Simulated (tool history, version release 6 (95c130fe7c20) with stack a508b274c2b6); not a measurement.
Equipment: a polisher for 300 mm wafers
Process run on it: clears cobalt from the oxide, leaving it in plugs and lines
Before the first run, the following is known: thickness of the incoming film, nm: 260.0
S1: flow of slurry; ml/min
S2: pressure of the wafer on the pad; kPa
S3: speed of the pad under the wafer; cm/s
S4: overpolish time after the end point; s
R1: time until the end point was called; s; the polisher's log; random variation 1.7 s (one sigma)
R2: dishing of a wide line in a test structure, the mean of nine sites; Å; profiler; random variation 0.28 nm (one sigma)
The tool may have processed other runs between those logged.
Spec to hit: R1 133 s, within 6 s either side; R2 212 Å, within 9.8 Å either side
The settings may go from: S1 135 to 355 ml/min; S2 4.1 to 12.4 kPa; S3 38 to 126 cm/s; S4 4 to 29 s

Run 1, hour 0: S1 225 ml/min, S2 8.3 kPa, S3 82 cm/s, S4 15 s. Result: R1 99.811 s, R2 327.23 Å.
Run 2, hour 5.4: S1 195 ml/min, S2 8.3 kPa, S3 82 cm/s, S4 15 s. Result: R1 101.84 s, R2 317.28 Å.
Run 3, hour 12.8: S1 195 ml/min, S2 8.3 kPa, S3 68 cm/s, S4 15 s. Result: R1 121.82 s, R2 274.92 Å.
Run 4, hour 18.3: S1 195 ml/min, S2 8.3 kPa, S3 84 cm/s, S4 15 s. Result: R1 99.605 s, R2 323.28 Å.
Run 5, hour 22.9: S1 195 ml/min, S2 9.7 kPa, S3 84 cm/s, S4 15 s. Result: R1 82.627 s, R2 363.47 Å.
Run 6, hour 29.7: S1 195 ml/min, S2 9 kPa, S3 82 cm/s, S4 14 s. Result: R1 95.008 s, R2 315.31 Å.
Run 7, hour 31.8: S1 200 ml/min, S2 8.3 kPa, S3 82 cm/s, S4 13 s. Result: R1 101.02 s, R2 283.61 Å.
Run 8, hour 34.2: S1 200 ml/min, S2 6.2 kPa, S3 80 cm/s, S4 11 s. Result: R1 138.14 s, R2 189.45 Å.
Run 9, hour 40.9: S1 205 ml/min, S2 6.9 kPa, S3 80 cm/s, S4 13 s. Result: R1 120.44 s, R2 245.19 Å.
Run 10, hour 49.1: S1 195 ml/min, S2 6.9 kPa, S3 80 cm/s, S4 13 s. Result: R1 124.84 s, R2 243.91 Å.
Run 11, hour 51: S1 200 ml/min, S2 6.9 kPa, S3 80 cm/s, S4 12 s. Result: R1 120.53 s, R2 224.06 Å.

Which one of the following 5 next-run settings gets every result inside its allowed miss? There is exactly one.
Run A, hour 52.9: S1 190 ml/min, S2 5.5 kPa, S3 92 cm/s, S4 12 s. Result: R1 ?, R2 ?.
Run B, hour 52.9: S1 230 ml/min, S2 6.2 kPa, S3 102 cm/s, S4 9 s. Result: R1 ?, R2 ?.
Run C, hour 52.9: S1 155 ml/min, S2 9.7 kPa, S3 70 cm/s, S4 10 s. Result: R1 ?, R2 ?.
Run D, hour 52.9: S1 180 ml/min, S2 8.3 kPa, S3 80 cm/s, S4 10 s. Result: R1 ?, R2 ?.
Run E, hour 52.9: S1 180 ml/min, S2 6.2 kPa, S3 80 cm/s, S4 15 s. Result: R1 ?, R2 ?.

move      R1      R2
   A  132.04  203.78
   B  103.95  195.21
   C  103.68   214.1
   D  103.19     215
   E  136.22  239.81
A: in spec on every target
B: its largest miss is bigger than the last run's
C: its largest miss is bigger than the last run's
D: its largest miss is bigger than the last run's
E: corrects the largest miss of the last run, while another result sits out of spec
Move A is the one to make.
